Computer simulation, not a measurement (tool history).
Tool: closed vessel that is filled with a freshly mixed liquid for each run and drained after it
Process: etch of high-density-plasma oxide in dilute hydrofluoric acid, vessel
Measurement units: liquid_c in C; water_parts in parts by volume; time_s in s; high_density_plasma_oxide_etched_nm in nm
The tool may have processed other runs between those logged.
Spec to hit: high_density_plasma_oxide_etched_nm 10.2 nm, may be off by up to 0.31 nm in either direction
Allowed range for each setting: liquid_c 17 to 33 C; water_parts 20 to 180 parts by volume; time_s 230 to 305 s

run	hour	liquid_c	water_parts	time_s	high_density_plasma_oxide_etched_nm
1	0	25	100	305	15.86
2	6	23	100	305	14.681
3	10.8	21.5	105	305	13.019
4	13.8	24	105	305	14.379
5	16.1	24	105	305	14.437
6	21.4	22.5	105	305	13.828
7	23.4	21	110	305	12.281
8	29.2	17	115	305	9.6112

Exactly one of the 4 candidate moves below puts every result within its allowed miss. Which one?
A	35	17.5	120	290	?
B	35	17	120	285	?
C	35	22	140	305	?
D	35	19.5	115	285	?

move	high_density_plasma_oxide_etched_nm
A	9.1014
B	8.7603
C	9.633
D	10.188
A: misses by more than the last run did
B: misses by more than the last run did
C: roughly where the last run was
D: every result lands within tolerance
D is the move that brings every result within its allowed miss.
